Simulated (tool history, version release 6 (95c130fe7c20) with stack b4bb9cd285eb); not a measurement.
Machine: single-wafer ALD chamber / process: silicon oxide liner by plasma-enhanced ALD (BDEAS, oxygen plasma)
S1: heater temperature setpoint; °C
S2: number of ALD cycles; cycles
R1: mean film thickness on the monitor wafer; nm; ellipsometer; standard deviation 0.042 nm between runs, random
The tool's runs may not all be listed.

Run 1, hour 0.0: S1 320 °C, S2 77 cycles. Result: R1 6.8257 nm.
Run 2, hour 4.9: S1 320 °C, S2 79 cycles. Result: R1 7.0405 nm.
Run 3, hour 7.2: S1 320 °C, S2 72 cycles. Result: R1 6.4355 nm.
Run 4, hour 14.9: S1 325 °C, S2 72 cycles. Result: R1 6.3920 nm.
Run 5, hour 23.3: S1 335 °C, S2 72 cycles. Result: R1 6.2534 nm.
Run 6, hour 32.3: S1 335 °C, S2 82 cycles. Result: R1 7.1627 nm.
Run 7, hour 35.6: S1 335 °C, S2 83 cycles. Result: R1 7.2771 nm.
Run 8, hour 36.6: S1 335 °C, S2 84 cycles. Result: R1 7.4228 nm.

Estimate the outcome of run 9 from the log above:
Run 9, hour 42.8: S1 335 °C, S2 85 cycles. Result: R1 ?.

{"run 9": {"R1": 7.4177}}

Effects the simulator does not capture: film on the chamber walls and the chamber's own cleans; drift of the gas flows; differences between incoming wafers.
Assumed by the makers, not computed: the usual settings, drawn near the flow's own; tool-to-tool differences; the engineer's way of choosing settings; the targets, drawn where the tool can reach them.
